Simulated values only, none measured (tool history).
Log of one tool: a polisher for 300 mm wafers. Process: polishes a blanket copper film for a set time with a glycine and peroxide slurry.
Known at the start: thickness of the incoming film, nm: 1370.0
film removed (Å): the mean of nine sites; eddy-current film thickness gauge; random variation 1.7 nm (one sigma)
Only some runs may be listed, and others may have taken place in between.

run,day,flow of slurry (ml/min),pressure of the wafer on the pad (kPa),speed of the pad under the wafer (cm/s),polishing time (s),film removed (Å)
1,0,170,22.8,106,29,2275.2
2,0.246,170,19.3,104,29,1954.9
3,0.421,170,19.3,104,29,1953.3
4,0.758,170,17.2,104,29,1797.2
5,1.1,170,22.8,104,29,2215.3
6,1.417,135,22.8,104,29,2203.4

For run 7, what comes out?
7,1.746,135,15.9,100,29,?

{"run 7": {"film removed (Å)": 1627.9}}
